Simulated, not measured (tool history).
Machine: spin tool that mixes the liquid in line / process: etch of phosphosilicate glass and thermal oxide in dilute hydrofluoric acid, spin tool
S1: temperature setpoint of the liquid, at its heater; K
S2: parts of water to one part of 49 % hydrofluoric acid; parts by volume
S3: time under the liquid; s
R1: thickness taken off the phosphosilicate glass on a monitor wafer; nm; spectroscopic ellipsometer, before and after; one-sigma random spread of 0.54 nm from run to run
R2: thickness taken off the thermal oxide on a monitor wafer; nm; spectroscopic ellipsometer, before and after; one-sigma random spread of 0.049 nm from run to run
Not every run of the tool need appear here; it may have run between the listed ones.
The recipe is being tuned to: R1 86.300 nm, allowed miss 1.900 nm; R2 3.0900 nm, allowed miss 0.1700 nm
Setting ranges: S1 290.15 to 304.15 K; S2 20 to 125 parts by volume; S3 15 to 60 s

run 1 hour=0.0 | S1=296.15 S2=70 S3=30 | R1=60.087 R2=2.1569
run 2 hour=2.6 | S1=298.15 S2=70 S3=30 | R1=64.596 R2=2.3409
run 3 hour=10.1 | S1=299.65 S2=70 S3=30 | R1=68.387 R2=2.4607
run 4 hour=13.3 | S1=300.65 S2=70 S3=30 | R1=71.194 R2=2.5670
run 5 hour=20.6 | S1=301.65 S2=70 S3=30 | R1=73.957 R2=2.7160
run 6 hour=28.5 | S1=302.15 S2=70 S3=30 | R1=75.638 R2=2.6768
run 7 hour=36.7 | S1=302.65 S2=70 S3=30 | R1=76.853 R2=2.7238
run 8 hour=44.6 | S1=304.15 S2=65 S3=30 | R1=89.767 R2=3.2248

Below are 4 possible settings for the next run. Only one of them brings all results inside the allowed miss of their targets. Which is it?
run A hour=52.5 | S1=303.65 S2=55 S3=25 | R1=? R2=?
run B hour=52.5 | S1=303.65 S2=50 S3=25 | R1=? R2=?
run C hour=52.5 | S1=299.15 S2=35 S3=20 | R1=? R2=?
run D hour=52.5 | S1=304.15 S2=70 S3=35 | R1=? R2=?

move=A R1=87.577 R2=3.1104
move=B R1=97.084 R2=3.4481
move=C R1=94.739 R2=3.3648
move=D R1=95.976 R2=3.4087
A: every result lands within tolerance
B: misses by more than the last run did
C: misses by more than the last run did
D: misses by more than the last run did
Go with A: it meets all targets.
